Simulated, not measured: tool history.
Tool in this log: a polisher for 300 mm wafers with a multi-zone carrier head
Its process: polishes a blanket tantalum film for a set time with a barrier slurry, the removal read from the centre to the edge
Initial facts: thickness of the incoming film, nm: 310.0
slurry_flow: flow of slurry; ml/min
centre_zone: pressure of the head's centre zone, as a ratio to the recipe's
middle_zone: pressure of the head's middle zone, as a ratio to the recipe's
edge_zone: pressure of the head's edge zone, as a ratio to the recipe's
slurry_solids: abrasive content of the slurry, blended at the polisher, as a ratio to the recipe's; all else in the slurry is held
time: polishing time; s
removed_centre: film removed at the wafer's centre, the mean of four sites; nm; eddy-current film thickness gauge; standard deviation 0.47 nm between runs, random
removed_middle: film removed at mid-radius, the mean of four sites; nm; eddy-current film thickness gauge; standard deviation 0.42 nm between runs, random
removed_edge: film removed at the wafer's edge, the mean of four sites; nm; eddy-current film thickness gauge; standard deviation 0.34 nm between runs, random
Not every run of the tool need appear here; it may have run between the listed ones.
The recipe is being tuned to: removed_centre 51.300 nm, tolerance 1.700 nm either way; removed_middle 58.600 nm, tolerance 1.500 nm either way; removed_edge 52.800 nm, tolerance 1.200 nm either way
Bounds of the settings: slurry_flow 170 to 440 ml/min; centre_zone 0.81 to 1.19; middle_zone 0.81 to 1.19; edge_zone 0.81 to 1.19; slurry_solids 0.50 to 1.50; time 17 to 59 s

run,hour,slurry_flow,centre_zone,middle_zone,edge_zone,slurry_solids,time,removed_centre,removed_middle,removed_edge
1,0.0,280,1.00,1.00,1.00,1.00,38,58.121,58.758,59.579
2,1.8,280,1.00,1.00,1.00,0.80,38,53.415,54.417,54.912
3,3.2,280,0.99,1.02,0.98,0.80,38,52.175,54.959,54.612
4,7.8,280,0.91,1.02,0.98,0.80,38,47.716,54.242,54.357
5,13.2,280,0.91,1.02,0.98,0.95,38,51.732,58.881,57.473
6,21.4,280,0.95,1.02,0.98,0.95,38,53.064,58.501,58.751
7,23.3,290,0.98,1.05,0.94,0.85,38,54.024,57.708,54.629
8,26.0,285,0.97,1.06,0.93,0.85,38,52.496,57.817,54.620

Consider the 4 candidate settings below. Which is the only one whose results all fall within their allowed miss of target?
A,28.7,205,0.97,1.11,0.91,0.85,38,?,?,?
B,28.7,280,0.93,1.02,0.96,0.90,39,?,?,?
C,28.7,205,1.03,1.09,0.86,0.90,37,?,?,?
D,28.7,440,1.03,1.10,0.83,1.10,33,?,?,?

move,removed_centre,removed_middle,removed_edge
A,50.813,59.030,52.899
B,52.606,59.556,57.943
C,53.733,57.917,51.513
D,54.733,59.041,50.716
A: hits every target within its allowed miss
B: its largest miss is bigger than the last run's
C: carries the result that was furthest off beyond its target, to the other side
D: carries the result that was furthest off beyond its target, to the other side
The move that meets every target is A.
